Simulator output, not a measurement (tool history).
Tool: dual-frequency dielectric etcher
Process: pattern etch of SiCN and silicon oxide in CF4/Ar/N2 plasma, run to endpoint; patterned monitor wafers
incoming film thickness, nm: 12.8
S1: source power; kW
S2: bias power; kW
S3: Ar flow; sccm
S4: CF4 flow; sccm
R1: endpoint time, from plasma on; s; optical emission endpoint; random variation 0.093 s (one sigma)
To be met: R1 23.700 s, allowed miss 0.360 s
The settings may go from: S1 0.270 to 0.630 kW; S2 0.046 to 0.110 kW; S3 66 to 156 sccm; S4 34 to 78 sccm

run,day,S1,S2,S3,S4,R1
1,0.000,0.450,0.078,111,56,17.092
2,0.038,0.450,0.078,129,56,17.447
3,0.312,0.450,0.078,129,64,17.257
4,0.338,0.450,0.078,129,73,16.998
5,0.525,0.400,0.078,129,73,19.087
6,0.754,0.370,0.078,129,73,20.676
7,0.829,0.350,0.078,129,73,22.065
8,1.171,0.340,0.078,129,73,22.877

4 next moves are on the table. One of them brings every result within its allowed miss. Which?
A,1.512,0.340,0.080,140,73,?
B,1.512,0.340,0.082,135,65,?
C,1.512,0.330,0.078,131,75,?
D,1.512,0.350,0.074,121,69,?

move,R1
A,23.065
B,23.042
C,23.742
D,22.570
A: nearer than the last run, and not there yet
B: nearer than the last run, and not there yet
C: meets every target
D: further off than the last run
Move C is the one to make.
